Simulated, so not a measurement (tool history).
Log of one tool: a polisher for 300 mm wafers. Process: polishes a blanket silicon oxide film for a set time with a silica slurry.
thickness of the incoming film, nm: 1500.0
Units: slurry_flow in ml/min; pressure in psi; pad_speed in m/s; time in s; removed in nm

run 1 hour=0.0 | slurry_flow=275 pressure=4.8 pad_speed=1.14 slurry_solids=1.0 time=37 | removed=143.19
run 2 hour=2.6 | slurry_flow=275 pressure=4.8 pad_speed=1.14 slurry_solids=1.1 time=37 | removed=150.75
run 3 hour=10.9 | slurry_flow=245 pressure=4.8 pad_speed=1.14 slurry_solids=1.1 time=37 | removed=147.70
run 4 hour=15.6 | slurry_flow=245 pressure=4.8 pad_speed=1.14 slurry_solids=1.1 time=37 | removed=146.93
run 5 hour=18.6 | slurry_flow=210 pressure=4.8 pad_speed=1.14 slurry_solids=1.1 time=37 | removed=147.96
run 6 hour=21.5 | slurry_flow=210 pressure=4.8 pad_speed=1.14 slurry_solids=1.1 time=33 | removed=127.80
run 7 hour=24.9 | slurry_flow=225 pressure=5.4 pad_speed=1.14 slurry_solids=1.1 time=33 | removed=150.45
run 8 hour=28.7 | slurry_flow=230 pressure=5.8 pad_speed=1.14 slurry_solids=1.1 time=33 | removed=158.54
run 9 hour=33.0 | slurry_flow=235 pressure=6.2 pad_speed=1.14 slurry_solids=1.1 time=33 | removed=167.98
run 10 hour=34.0 | slurry_flow=240 pressure=6.5 pad_speed=1.14 slurry_solids=1.1 time=33 | removed=176.99
run 11 hour=36.8 | slurry_flow=240 pressure=6.7 pad_speed=1.14 slurry_solids=1.1 time=33 | removed=184.62
run 12 hour=39.5 | slurry_flow=240 pressure=6.8 pad_speed=1.14 slurry_solids=1.1 time=33 | removed=184.68

Forecast run 13:
run 13 hour=46.8 | slurry_flow=240 pressure=6.9 pad_speed=1.14 slurry_solids=1.1 time=33 | removed=?

Run 13 gave removed 188.53 nm.

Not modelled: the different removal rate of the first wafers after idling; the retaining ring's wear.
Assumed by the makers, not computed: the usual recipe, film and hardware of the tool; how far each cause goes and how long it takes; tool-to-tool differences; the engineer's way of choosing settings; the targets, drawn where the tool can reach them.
